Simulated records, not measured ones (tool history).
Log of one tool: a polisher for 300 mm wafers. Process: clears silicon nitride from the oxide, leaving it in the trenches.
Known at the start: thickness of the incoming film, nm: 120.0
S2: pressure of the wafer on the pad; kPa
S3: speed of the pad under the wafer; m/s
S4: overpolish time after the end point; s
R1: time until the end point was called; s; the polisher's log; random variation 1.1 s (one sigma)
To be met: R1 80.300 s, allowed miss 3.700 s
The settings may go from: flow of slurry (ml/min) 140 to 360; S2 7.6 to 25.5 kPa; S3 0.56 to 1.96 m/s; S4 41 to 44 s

{"run": 1, "hour": 0.0, "flow of slurry (ml/min)": 230, "S2": 16.5, "S3": 1.26, "S4": 41, "R1": 124.8}
{"run": 2, "hour": 5.7, "flow of slurry (ml/min)": 230, "S2": 16.5, "S3": 0.96, "S4": 41, "R1": 159.22}
{"run": 3, "hour": 12.6, "flow of slurry (ml/min)": 230, "S2": 17.9, "S3": 0.98, "S4": 41, "R1": 141.91}
{"run": 4, "hour": 21.1, "flow of slurry (ml/min)": 230, "S2": 19.3, "S3": 1.0, "S4": 41, "R1": 133.14}
{"run": 5, "hour": 27.4, "flow of slurry (ml/min)": 230, "S2": 19.3, "S3": 1.26, "S4": 41, "R1": 112.05}
{"run": 6, "hour": 32.8, "flow of slurry (ml/min)": 230, "S2": 20.0, "S3": 1.28, "S4": 41, "R1": 103.78}
{"run": 7, "hour": 41.2, "flow of slurry (ml/min)": 230, "S2": 20.7, "S3": 1.28, "S4": 41, "R1": 100.99}
{"run": 8, "hour": 47.6, "flow of slurry (ml/min)": 230, "S2": 21.4, "S3": 1.28, "S4": 41, "R1": 98.039}
{"run": 9, "hour": 55.8, "flow of slurry (ml/min)": 230, "S2": 22.1, "S3": 1.28, "S4": 41, "R1": 96.24}
{"run": 10, "hour": 63.8, "flow of slurry (ml/min)": 230, "S2": 22.8, "S3": 1.28, "S4": 41, "R1": 95.397}
{"run": 11, "hour": 66.1, "flow of slurry (ml/min)": 230, "S2": 23.4, "S3": 1.3, "S4": 41, "R1": 93.465}
{"run": 12, "hour": 69.6, "flow of slurry (ml/min)": 230, "S2": 23.4, "S3": 1.32, "S4": 41, "R1": 92.382}

5 next moves are on the table. One of them brings every result within its allowed miss. Which?
{"run": "A", "hour": 73.1, "flow of slurry (ml/min)": 205, "S2": 19.3, "S3": 1.4, "S4": 44, "R1": "?"}
{"run": "B", "hour": 73.1, "flow of slurry (ml/min)": 230, "S2": 19.3, "S3": 1.32, "S4": 43, "R1": "?"}
{"run": "C", "hour": 73.1, "flow of slurry (ml/min)": 220, "S2": 24.1, "S3": 1.12, "S4": 44, "R1": "?"}
{"run": "D", "hour": 73.1, "flow of slurry (ml/min)": 245, "S2": 24.1, "S3": 1.44, "S4": 41, "R1": "?"}
{"run": "E", "hour": 73.1, "flow of slurry (ml/min)": 285, "S2": 22.8, "S3": 0.98, "S4": 41, "R1": "?"}

move=A R1=99.613
move=B R1=103.660
move=C R1=100.070
move=D R1=79.406
move=E R1=114.920
A: further off than the last run
B: further off than the last run
C: further off than the last run
D: meets every target
E: further off than the last run
Answer: D
